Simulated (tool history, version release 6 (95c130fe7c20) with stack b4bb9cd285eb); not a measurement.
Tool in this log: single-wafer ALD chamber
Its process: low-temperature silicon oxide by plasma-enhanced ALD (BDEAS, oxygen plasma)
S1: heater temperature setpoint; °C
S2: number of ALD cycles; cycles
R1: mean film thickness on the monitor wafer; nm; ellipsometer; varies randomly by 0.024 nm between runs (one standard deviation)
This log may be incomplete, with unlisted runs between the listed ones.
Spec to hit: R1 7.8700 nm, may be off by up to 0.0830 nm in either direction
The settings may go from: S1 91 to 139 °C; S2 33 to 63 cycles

run 1 hour=0.0 | S1=115 S2=48 | R1=6.4443
run 2 hour=8.3 | S1=115 S2=43 | R1=5.7798
run 3 hour=10.8 | S1=111 S2=47 | R1=6.3813
run 4 hour=19.8 | S1=107 S2=49 | R1=6.7006
run 5 hour=27.2 | S1=103 S2=49 | R1=6.7296
run 6 hour=29.4 | S1=98 S2=49 | R1=6.7780
run 7 hour=30.3 | S1=97 S2=51 | R1=7.0667
run 8 hour=35.8 | S1=96 S2=52 | R1=7.2667
run 9 hour=38.8 | S1=95 S2=53 | R1=7.4140
run 10 hour=42.8 | S1=95 S2=54 | R1=7.5574
run 11 hour=46.5 | S1=94 S2=55 | R1=7.7145

Which one of the following 5 next-run settings gets every result inside its allowed miss? There is exactly one.
run A hour=50.2 | S1=93 S2=54 | R1=?
run B hour=50.2 | S1=94 S2=58 | R1=?
run C hour=50.2 | S1=99 S2=57 | R1=?
run D hour=50.2 | S1=96 S2=58 | R1=?
run E hour=50.2 | S1=101 S2=55 | R1=?

move=A R1=7.6101
move=B R1=8.1482
move=C R1=7.8953
move=D R1=8.0971
move=E R1=7.5940
A: lands further from the targets than the last run did
B: carries the result that was furthest off beyond its target, to the other side
C: hits every target within its allowed miss
D: carries the result that was furthest off beyond its target, to the other side
E: lands further from the targets than the last run did
Answer: C

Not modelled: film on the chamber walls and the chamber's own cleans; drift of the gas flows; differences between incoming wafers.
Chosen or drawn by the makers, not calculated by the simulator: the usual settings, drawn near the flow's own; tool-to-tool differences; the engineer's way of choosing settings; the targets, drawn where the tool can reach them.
